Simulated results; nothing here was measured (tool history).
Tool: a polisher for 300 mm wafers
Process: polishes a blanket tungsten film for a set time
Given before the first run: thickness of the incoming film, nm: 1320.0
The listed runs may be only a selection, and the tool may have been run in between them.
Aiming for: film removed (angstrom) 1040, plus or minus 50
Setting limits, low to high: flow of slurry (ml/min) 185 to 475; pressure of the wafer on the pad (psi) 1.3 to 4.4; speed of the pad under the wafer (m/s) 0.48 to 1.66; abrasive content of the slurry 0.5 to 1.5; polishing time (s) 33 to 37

run	hour	flow of slurry (ml/min)	pressure of the wafer on the pad (psi)	speed of the pad under the wafer (m/s)	abrasive content of the slurry	polishing time (s)	film removed (angstrom)
1	0	305	2.8	1.06	1	37	1372.4
2	2.7	305	2.7	1.06	1	37	1339.4
3	4.8	305	2.7	1.06	1	33	1169.3
4	6.3	275	2.7	1.06	1	33	1156.2
5	15.1	270	2.7	1.06	1	33	1186
6	21.2	220	2.7	1.06	1	33	1145.8
7	22.4	220	2.6	1.06	1	33	1112.5
8	27	220	2.5	1.06	1	33	1129.4

5 next moves are on the table. One of them brings every result within its allowed miss. Which?
A	31.6	285	2.9	0.94	1	37	?
B	31.6	235	2.5	1	1.05	37	?
C	31.6	215	2.5	1.2	0.85	37	?
D	31.6	225	2.5	1.12	1.1	36	?
E	31.6	185	2.2	1	1	36	?

move	film removed (angstrom)
A	1226.7
B	1164.3
C	1260.6
D	1250.8
E	1008.4
A: its largest miss is bigger than the last run's
B: its largest miss is bigger than the last run's
C: its largest miss is bigger than the last run's
D: its largest miss is bigger than the last run's
E: all results in spec
The right move is E.
